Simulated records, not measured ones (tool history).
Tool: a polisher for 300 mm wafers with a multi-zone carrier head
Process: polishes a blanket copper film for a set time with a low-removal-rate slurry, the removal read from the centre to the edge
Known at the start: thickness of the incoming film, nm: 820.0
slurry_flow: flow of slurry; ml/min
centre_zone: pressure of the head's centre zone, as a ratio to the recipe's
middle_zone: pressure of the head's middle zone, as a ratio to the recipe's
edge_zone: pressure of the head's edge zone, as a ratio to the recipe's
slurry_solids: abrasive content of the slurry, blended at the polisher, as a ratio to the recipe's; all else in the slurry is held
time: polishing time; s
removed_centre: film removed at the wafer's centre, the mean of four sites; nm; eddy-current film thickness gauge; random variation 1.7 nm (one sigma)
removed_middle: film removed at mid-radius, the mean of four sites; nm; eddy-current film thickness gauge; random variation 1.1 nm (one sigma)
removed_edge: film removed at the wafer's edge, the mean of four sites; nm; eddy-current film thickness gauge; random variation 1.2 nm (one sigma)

| run | hour | slurry_flow | centre_zone | middle_zone | edge_zone | slurry_solids | time | removed_centre | removed_middle | removed_edge |
|---|---|---|---|---|---|---|---|---|---|---|
| 1 | 0 | 140 | 1 | 1 | 1 | 1 | 70 | 196.74 | 193.46 | 205.03 |
| 2 | 7.9 | 140 | 1.01 | 0.99 | 0.97 | 0.9 | 66 | 185.29 | 176.83 | 186.37 |
| 3 | 10.6 | 170 | 1.01 | 0.99 | 0.97 | 0.9 | 66 | 191.27 | 181.84 | 189.68 |
| 4 | 16 | 170 | 1.01 | 0.98 | 0.94 | 0.8 | 63 | 178.84 | 166.87 | 178.42 |
| 5 | 21.6 | 165 | 1.02 | 0.99 | 0.92 | 0.75 | 60 | 167.87 | 159.29 | 161.68 |
| 6 | 28.2 | 155 | 1.02 | 0.97 | 0.9 | 0.7 | 59 | 161.38 | 149.13 | 157.08 |
| 7 | 34.7 | 155 | 1.02 | 0.97 | 0.9 | 0.7 | 59 | 164.99 | 148.41 | 157.65 |
| 8 | 39.9 | 150 | 1.02 | 0.97 | 0.88 | 0.65 | 58 | 153.65 | 143.8 | 150.44 |
|  | 48.4 | edge zone pressure recalibrated |
| 9 | 48.4 | 145 | 1.03 | 0.97 | 0.87 | 0.6 | 58 | 153.1 | 140.1 | 142.22 |
| 10 | 55.4 | 135 | 1.03 | 0.96 | 0.86 | 0.6 | 58 | 149.69 | 137.44 | 140.56 |
| 11 | 56.6 | 130 | 1.03 | 0.95 | 0.86 | 0.6 | 58 | 149.05 | 137.7 | 140.13 |

Run 12 comes next. What will it give?
| 12 | 65.2 | 125 | 1.03 | 0.94 | 0.85 | 0.6 | 58 | ? | ? | ? |

Run 12 gave removed_centre 147.71 nm, removed_middle 133.34 nm, removed_edge 137.36 nm.

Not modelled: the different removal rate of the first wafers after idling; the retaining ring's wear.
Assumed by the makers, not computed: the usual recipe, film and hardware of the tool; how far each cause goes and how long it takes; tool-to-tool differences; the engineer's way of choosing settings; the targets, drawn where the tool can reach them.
